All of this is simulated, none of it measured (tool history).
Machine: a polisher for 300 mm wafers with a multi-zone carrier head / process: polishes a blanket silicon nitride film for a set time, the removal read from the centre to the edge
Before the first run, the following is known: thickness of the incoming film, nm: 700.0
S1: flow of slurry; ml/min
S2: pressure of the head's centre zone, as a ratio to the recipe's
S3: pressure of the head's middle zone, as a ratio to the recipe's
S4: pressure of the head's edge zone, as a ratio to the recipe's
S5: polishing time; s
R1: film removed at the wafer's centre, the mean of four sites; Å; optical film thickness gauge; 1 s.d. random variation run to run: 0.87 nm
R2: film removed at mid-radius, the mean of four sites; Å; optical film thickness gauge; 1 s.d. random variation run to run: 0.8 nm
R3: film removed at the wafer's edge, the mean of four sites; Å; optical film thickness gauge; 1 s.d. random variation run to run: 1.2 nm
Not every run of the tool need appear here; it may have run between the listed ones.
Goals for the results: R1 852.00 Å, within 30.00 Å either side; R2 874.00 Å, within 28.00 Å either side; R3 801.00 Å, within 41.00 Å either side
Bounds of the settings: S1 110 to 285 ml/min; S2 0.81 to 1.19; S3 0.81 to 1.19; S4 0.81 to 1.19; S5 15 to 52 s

run 1 hour=0.0 | S1=180 S2=1.00 S3=1.00 S4=1.00 S5=33 | R1=664.98 R2=650.51 R3=686.15
run 2 hour=2.0 | S1=180 S2=1.00 S3=1.00 S4=1.00 S5=26 | R1=516.54 R2=513.59 R3=543.22
run 3 hour=4.3 | S1=180 S2=1.04 S3=1.00 S4=1.00 S5=26 | R1=542.29 R2=517.99 R3=529.11
run 4 hour=7.3 | S1=195 S2=1.05 S3=1.05 S4=1.03 S5=29 | R1=622.03 R2=602.10 R3=587.84
run 5 hour=10.2 | S1=195 S2=1.05 S3=1.05 S4=1.03 S5=33 | R1=706.45 R2=687.41 R3=675.87
run 6 hour=14.9 | S1=205 S2=1.05 S3=1.07 S4=1.04 S5=34 | R1=709.69 R2=714.65 R3=717.27
run 7 hour=22.6 | S1=220 S2=1.15 S3=1.17 S4=0.96 S5=38 | R1=904.08 R2=872.30 R3=766.13
run 8 hour=30.4 | S1=215 S2=1.13 S3=1.17 S4=0.98 S5=38 | R1=881.12 R2=872.37 R3=801.61

Below are 4 possible settings for the next run. Only one of them brings all results inside the allowed miss of their targets. Which is it?
run A hour=38.2 | S1=190 S2=1.13 S3=1.10 S4=0.99 S5=40 | R1=? R2=? R3=?
run B hour=38.2 | S1=165 S2=1.10 S3=1.16 S4=1.01 S5=39 | R1=? R2=? R3=?
run C hour=38.2 | S1=255 S2=1.11 S3=0.97 S4=0.98 S5=42 | R1=? R2=? R3=?
run D hour=38.2 | S1=195 S2=1.19 S3=1.12 S4=1.01 S5=39 | R1=? R2=? R3=?

move=A R1=907.07 R2=864.88 R3=821.56
move=B R1=844.77 R2=867.84 R3=798.07
move=C R1=968.48 R2=842.74 R3=880.67
move=D R1=934.96 R2=858.68 R3=810.39
A: misses by more than the last run did
B: all results in spec
C: misses by more than the last run did
D: misses by more than the last run did
The right move is B.
